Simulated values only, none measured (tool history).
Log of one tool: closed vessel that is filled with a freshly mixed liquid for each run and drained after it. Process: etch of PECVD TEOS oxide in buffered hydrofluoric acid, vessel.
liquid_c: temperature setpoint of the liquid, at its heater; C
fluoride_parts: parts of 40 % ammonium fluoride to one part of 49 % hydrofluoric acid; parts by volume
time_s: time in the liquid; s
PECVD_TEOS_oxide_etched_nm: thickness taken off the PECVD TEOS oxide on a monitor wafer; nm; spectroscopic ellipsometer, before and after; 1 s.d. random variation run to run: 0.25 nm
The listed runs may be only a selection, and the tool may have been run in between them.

run	hour	liquid_c	fluoride_parts	time_s	PECVD_TEOS_oxide_etched_nm
1	0	21	22.5	30	26.137
2	3.6	21	27	30	23.183
3	6.8	21	30	30	21.485
4	14	22.5	27	30	25.217
5	16.8	23.5	24.5	30	28.406
6	19.2	24.5	22	30	32.106
7	26.2	25.5	20	30	36.029

Predict the results of run 8:
# hour 29.9: thermometer replaced
8	29.9	29	13	30	?

Run 8 produced PECVD_TEOS_oxide_etched_nm 61.762 nm.

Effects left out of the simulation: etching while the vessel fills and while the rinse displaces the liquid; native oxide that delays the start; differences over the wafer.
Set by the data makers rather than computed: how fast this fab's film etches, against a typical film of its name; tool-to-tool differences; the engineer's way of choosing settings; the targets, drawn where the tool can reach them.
